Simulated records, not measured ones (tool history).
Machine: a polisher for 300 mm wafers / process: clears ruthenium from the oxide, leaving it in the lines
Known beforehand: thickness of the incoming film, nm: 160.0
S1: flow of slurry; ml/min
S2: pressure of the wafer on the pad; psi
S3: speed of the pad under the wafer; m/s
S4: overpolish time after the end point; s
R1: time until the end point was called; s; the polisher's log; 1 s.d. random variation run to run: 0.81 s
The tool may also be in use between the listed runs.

{"run": 1, "hour": 0.0, "S1": 305, "S2": 2.1, "S3": 1.14, "S4": 11, "R1": 102.65}
{"run": 2, "hour": 6.2, "S1": 365, "S2": 2.1, "S3": 1.14, "S4": 11, "R1": 100.11}
{"run": 3, "hour": 13.1, "S1": 365, "S2": 2.1, "S3": 1.14, "S4": 8, "R1": 101.29}
{"run": 4, "hour": 16.8, "S1": 365, "S2": 2.1, "S3": 0.94, "S4": 8, "R1": 119.84}
{"run": 5, "hour": 20.1, "S1": 365, "S2": 2.3, "S3": 0.94, "S4": 8, "R1": 112.16}
{"run": 6, "hour": 23.2, "S1": 365, "S2": 2.3, "S3": 0.94, "S4": 8, "R1": 109.75}
{"run": 7, "hour": 24.4, "S1": 365, "S2": 2.4, "S3": 0.94, "S4": 8, "R1": 104.37}
{"run": 8, "hour": 30.9, "S1": 365, "S2": 2.5, "S3": 0.94, "S4": 8, "R1": 100.96}
{"run": 9, "hour": 37.8, "S1": 365, "S2": 2.6, "S3": 0.94, "S4": 8, "R1": 98.382}

Predict the results of run 10:
{"run": 10, "hour": 46.6, "S1": 365, "S2": 2.7, "S3": 0.94, "S4": 8, "R1": "?"}

{"run 10": {"R1": 94.231}}

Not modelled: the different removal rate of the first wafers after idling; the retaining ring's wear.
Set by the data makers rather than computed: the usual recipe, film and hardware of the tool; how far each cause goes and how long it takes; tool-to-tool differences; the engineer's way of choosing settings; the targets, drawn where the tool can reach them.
